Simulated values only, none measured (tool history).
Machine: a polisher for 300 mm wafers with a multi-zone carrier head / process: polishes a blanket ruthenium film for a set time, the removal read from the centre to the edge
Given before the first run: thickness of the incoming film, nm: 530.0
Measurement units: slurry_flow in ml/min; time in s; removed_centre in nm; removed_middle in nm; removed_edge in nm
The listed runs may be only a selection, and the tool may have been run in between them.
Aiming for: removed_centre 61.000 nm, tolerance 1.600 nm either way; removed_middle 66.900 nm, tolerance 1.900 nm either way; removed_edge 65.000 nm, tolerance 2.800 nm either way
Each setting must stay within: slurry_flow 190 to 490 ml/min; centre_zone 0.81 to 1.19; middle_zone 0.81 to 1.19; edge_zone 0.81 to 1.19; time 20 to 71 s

{"run": 1, "day": 0.0, "slurry_flow": 315, "centre_zone": 1.0, "middle_zone": 1.0, "edge_zone": 1.0, "time": 45, "removed_centre": 51.791, "removed_middle": 50.914, "removed_edge": 50.817}
{"run": 2, "day": 0.317, "slurry_flow": 315, "centre_zone": 1.0, "middle_zone": 1.0, "edge_zone": 1.0, "time": 37, "removed_centre": 42.004, "removed_middle": 41.206, "removed_edge": 42.405}
{"run": 3, "day": 0.462, "slurry_flow": 320, "centre_zone": 1.0, "middle_zone": 1.02, "edge_zone": 1.03, "time": 40, "removed_centre": 45.062, "removed_middle": 45.557, "removed_edge": 46.824}
{"run": 4, "day": 0.625, "slurry_flow": 330, "centre_zone": 1.02, "middle_zone": 1.05, "edge_zone": 1.05, "time": 42, "removed_centre": 49.679, "removed_middle": 48.718, "removed_edge": 49.123}
{"run": 5, "day": 0.85, "slurry_flow": 330, "centre_zone": 1.02, "middle_zone": 1.05, "edge_zone": 1.05, "time": 51, "removed_centre": 60.427, "removed_middle": 59.319, "removed_edge": 57.574}
{"run": 6, "day": 1.021, "slurry_flow": 335, "centre_zone": 1.01, "middle_zone": 1.07, "edge_zone": 1.07, "time": 52, "removed_centre": 60.969, "removed_middle": 60.414, "removed_edge": 61.061}
{"run": 7, "day": 1.079, "slurry_flow": 340, "centre_zone": 1.0, "middle_zone": 1.09, "edge_zone": 1.07, "time": 52, "removed_centre": 60.733, "removed_middle": 61.745, "removed_edge": 60.56}
{"run": 8, "day": 1.321, "slurry_flow": 345, "centre_zone": 0.99, "middle_zone": 1.11, "edge_zone": 1.08, "time": 52, "removed_centre": 59.524, "removed_middle": 63.557, "removed_edge": 62.268}
{"run": 9, "day": 1.588, "slurry_flow": 350, "centre_zone": 0.99, "middle_zone": 1.12, "edge_zone": 1.08, "time": 52, "removed_centre": 59.488, "removed_middle": 63.568, "removed_edge": 62.722}

Next run, 4 choices. One meets every target within its allowed miss, the rest don't. Which?
{"run": "A", "day": 1.854, "slurry_flow": 330, "centre_zone": 0.92, "middle_zone": 1.08, "edge_zone": 1.16, "time": 60, "removed_centre": "?", "removed_middle": "?", "removed_edge": "?"}
{"run": "B", "day": 1.854, "slurry_flow": 370, "centre_zone": 0.9, "middle_zone": 1.16, "edge_zone": 1.19, "time": 58, "removed_centre": "?", "removed_middle": "?", "removed_edge": "?"}
{"run": "C", "day": 1.854, "slurry_flow": 375, "centre_zone": 1.0, "middle_zone": 1.08, "edge_zone": 1.13, "time": 50, "removed_centre": "?", "removed_middle": "?", "removed_edge": "?"}
{"run": "D", "day": 1.854, "slurry_flow": 345, "centre_zone": 0.95, "middle_zone": 1.11, "edge_zone": 1.06, "time": 55, "removed_centre": "?", "removed_middle": "?", "removed_edge": "?"}

move=A removed_centre=63.683 removed_middle=70.425 removed_edge=71.180
move=B removed_centre=60.800 removed_middle=71.804 removed_edge=69.996
move=C removed_centre=58.325 removed_middle=59.222 removed_edge=59.070
move=D removed_centre=60.530 removed_middle=65.884 removed_edge=62.914
A: the result that was furthest off in the last run now lies on the other side of its target
B: the result that was furthest off in the last run now lies on the other side of its target
C: the biggest miss grows against the last run
D: every result lands within tolerance
The move that meets every target is D.
